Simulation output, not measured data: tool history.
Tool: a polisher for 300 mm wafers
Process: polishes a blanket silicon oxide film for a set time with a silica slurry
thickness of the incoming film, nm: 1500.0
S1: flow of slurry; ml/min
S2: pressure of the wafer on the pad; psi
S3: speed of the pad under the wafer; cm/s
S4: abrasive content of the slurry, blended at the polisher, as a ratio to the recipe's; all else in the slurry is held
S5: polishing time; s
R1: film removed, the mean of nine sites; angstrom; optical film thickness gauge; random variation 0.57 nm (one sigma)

run	hour	S1	S2	S3	S4	S5	R1
1	0	130	2.7	100	1	64	1117.4
2	6.1	130	2.7	100	1	64	1102.3
3	10.5	125	2.6	100	1	64	1082.5
4	12.4	100	2.6	100	1	64	1042.6
5	15.3	100	2.5	100	1	64	1014.8
6	18.6	100	2.9	100	1	64	1135
7	24.9	100	2.7	100	1	64	1077.6

The next listed run, before its measurement:
8	26.1	100	2.5	100	1	64	?

R1: 1018 angstrom
